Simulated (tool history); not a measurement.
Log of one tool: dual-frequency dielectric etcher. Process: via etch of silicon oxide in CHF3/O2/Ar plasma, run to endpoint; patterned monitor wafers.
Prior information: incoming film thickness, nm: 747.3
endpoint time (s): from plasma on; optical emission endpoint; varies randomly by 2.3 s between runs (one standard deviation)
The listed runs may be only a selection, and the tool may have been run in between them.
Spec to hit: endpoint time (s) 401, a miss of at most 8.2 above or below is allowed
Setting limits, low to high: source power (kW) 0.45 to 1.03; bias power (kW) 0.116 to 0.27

Run 1, hour 0: source power (kW) 0.74, bias power (kW) 0.193. Result: endpoint time (s) 346.52.
Run 2, hour 7.7: source power (kW) 0.74, bias power (kW) 0.175. Result: endpoint time (s) 359.18.
Run 3, hour 16.3: source power (kW) 0.74, bias power (kW) 0.153. Result: endpoint time (s) 380.72.
Run 4, hour 24.2: source power (kW) 0.74, bias power (kW) 0.165. Result: endpoint time (s) 367.63.
Run 5, hour 32.6: source power (kW) 0.74, bias power (kW) 0.187. Result: endpoint time (s) 346.41.
Run 6, hour 38.4: source power (kW) 0.69, bias power (kW) 0.187. Result: endpoint time (s) 353.02.
Run 7, hour 41.6: source power (kW) 0.64, bias power (kW) 0.174. Result: endpoint time (s) 373.92.
Run 8, hour 43: source power (kW) 0.6, bias power (kW) 0.171. Result: endpoint time (s) 388.46.
Run 9, hour 48.8: source power (kW) 0.6, bias power (kW) 0.171. Result: endpoint time (s) 388.57.

5 candidate next runs follow, results not yet known. Just one meets every target within its allowed miss. Identify it.
Run A, hour 54.6: source power (kW) 0.54, bias power (kW) 0.204. Result: endpoint time (s) ?.
Run B, hour 54.6: source power (kW) 0.6, bias power (kW) 0.184. Result: endpoint time (s) ?.
Run C, hour 54.6: source power (kW) 0.63, bias power (kW) 0.185. Result: endpoint time (s) ?.
Run D, hour 54.6: source power (kW) 0.61, bias power (kW) 0.175. Result: endpoint time (s) ?.
Run E, hour 54.6: source power (kW) 0.58, bias power (kW) 0.163. Result: endpoint time (s) ?.

move  endpoint time (s)
   A             375.58
   B              380.5
   C             373.86
   D             386.97
   E             405.63
A: lands further from the targets than the last run did
B: lands further from the targets than the last run did
C: lands further from the targets than the last run did
D: lands further from the targets than the last run did
E: all results land within tolerance of their targets
Go with E: it meets all targets.

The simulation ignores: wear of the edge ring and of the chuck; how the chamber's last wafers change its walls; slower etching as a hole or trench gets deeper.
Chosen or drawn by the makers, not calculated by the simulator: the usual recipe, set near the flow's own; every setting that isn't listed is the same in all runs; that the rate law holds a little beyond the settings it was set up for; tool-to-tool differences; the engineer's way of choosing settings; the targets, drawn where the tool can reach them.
